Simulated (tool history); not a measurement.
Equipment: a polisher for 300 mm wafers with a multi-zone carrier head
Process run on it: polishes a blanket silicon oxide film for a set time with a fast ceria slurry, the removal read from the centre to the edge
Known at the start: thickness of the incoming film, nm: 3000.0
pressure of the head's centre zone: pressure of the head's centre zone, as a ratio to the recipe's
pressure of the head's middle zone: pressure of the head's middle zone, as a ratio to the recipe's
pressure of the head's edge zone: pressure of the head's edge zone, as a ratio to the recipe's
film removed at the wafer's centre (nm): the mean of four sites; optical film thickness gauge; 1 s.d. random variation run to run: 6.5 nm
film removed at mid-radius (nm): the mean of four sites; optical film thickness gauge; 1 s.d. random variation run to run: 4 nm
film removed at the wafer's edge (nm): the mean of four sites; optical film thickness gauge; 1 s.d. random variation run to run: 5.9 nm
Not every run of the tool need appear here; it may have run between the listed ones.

run,hour,flow of slurry (ml/min),pressure of the head's centre zone,pressure of the head's middle zone,pressure of the head's edge zone,polishing time (s),film removed at the wafer's centre (nm),film removed at mid-radius (nm),film removed at the wafer's edge (nm)
1,0.0,255,1.00,1.00,1.00,67,557.44,576.92,575.43
2,2.9,270,1.03,1.01,0.99,67,576.17,577.97,580.70
3,9.7,270,1.03,1.01,0.99,77,683.32,660.08,650.66
4,15.6,270,1.03,1.01,0.92,77,677.00,655.34,648.93
5,18.8,295,1.03,1.01,0.92,77,680.93,672.30,636.10
6,27.0,305,1.04,1.00,0.91,76,670.22,658.63,616.24

Forecast run 7:
7,32.4,310,1.05,0.99,0.90,76,?,?,?

film removed at the wafer's centre (nm): 689.61
film removed at mid-radius (nm): 653.57
film removed at the wafer's edge (nm): 634.33
